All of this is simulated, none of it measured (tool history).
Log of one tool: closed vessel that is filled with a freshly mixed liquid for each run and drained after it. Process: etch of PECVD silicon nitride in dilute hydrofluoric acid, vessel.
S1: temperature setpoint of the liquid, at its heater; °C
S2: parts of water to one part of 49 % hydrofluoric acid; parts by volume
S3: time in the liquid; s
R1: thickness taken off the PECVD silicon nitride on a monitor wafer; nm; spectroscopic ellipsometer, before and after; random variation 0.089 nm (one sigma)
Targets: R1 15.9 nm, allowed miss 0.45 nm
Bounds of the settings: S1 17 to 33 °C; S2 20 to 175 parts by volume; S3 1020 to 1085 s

run	hour	S1	S2	S3	R1
1	0	25	95	1020	27.89
2	5.8	25	120	1020	22.281
3	10.1	27.5	120	1020	25.953
4	17.1	27.5	90	1020	34.551
5	19.2	27.5	70	1020	44.215
6	20.5	30	70	1020	51.62
7	22.9	25.5	80	1020	33.93
8	25.9	22.5	85	1020	26.144
9	32.5	22.5	85	1020	26.21
10	35	18.5	100	1020	17.148
11	36.3	17	100	1020	15.351

5 next moves are on the table. One of them brings every result within its allowed miss. Which?
A	37.6	17.5	115	1075	?
B	37.6	17	100	1045	?
C	37.6	17.5	115	1050	?
D	37.6	17	105	1040	?
E	37.6	17	110	1045	?

move	R1
A	14.614
B	15.71
C	14.275
D	14.914
E	14.326
A: further off than the last run
B: meets every target
C: further off than the last run
D: further off than the last run
E: further off than the last run
The right move is B.

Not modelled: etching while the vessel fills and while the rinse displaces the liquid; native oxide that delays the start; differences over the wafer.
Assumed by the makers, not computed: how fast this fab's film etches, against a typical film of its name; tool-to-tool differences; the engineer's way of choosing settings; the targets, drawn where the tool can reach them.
